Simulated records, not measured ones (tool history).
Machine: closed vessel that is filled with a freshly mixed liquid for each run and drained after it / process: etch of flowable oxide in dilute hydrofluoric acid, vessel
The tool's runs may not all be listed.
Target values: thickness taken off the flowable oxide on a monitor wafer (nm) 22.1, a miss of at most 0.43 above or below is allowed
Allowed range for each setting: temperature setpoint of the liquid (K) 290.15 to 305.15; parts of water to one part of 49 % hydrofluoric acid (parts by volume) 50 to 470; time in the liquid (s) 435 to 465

run	day	temperature setpoint of the liquid (K)	parts of water to one part of 49 % hydrofluoric acid (parts by volume)	time in the liquid (s)	thickness taken off the flowable oxide on a monitor wafer (nm)
1	0	297.15	260	435	29.129
2	0.35	297.15	205	435	39.426
3	0.617	297.15	280	435	26.559
4	0.9	299.15	280	435	28.528
5	1.188	299.15	325	435	23.335
6	1.292	301.65	325	435	25.477
7	1.471	301.15	325	435	25.193
8	1.783	300.65	325	435	24.583
9	1.979	300.15	325	435	24.138
10	2.096	299.65	325	435	23.688
11	2.404	299.65	325	435	23.606
12	2.629	299.15	325	435	23.268
13	2.938	298.65	325	435	22.898
14	3.208	298.15	325	435	22.507

4 candidate next runs follow, results not yet known. Just one meets every target within its allowed miss. Identify it.
A	3.479	299.15	335	450	?
B	3.479	296.65	320	465	?
C	3.479	297.15	340	465	?
D	3.479	296.15	305	440	?

move	thickness taken off the flowable oxide on a monitor wafer (nm)
A	23.418
B	23.616
C	22.188
D	23.37
A: the biggest miss grows against the last run
B: the biggest miss grows against the last run
C: every result within its allowed miss
D: the biggest miss grows against the last run
Correct choice: C, which meets every target
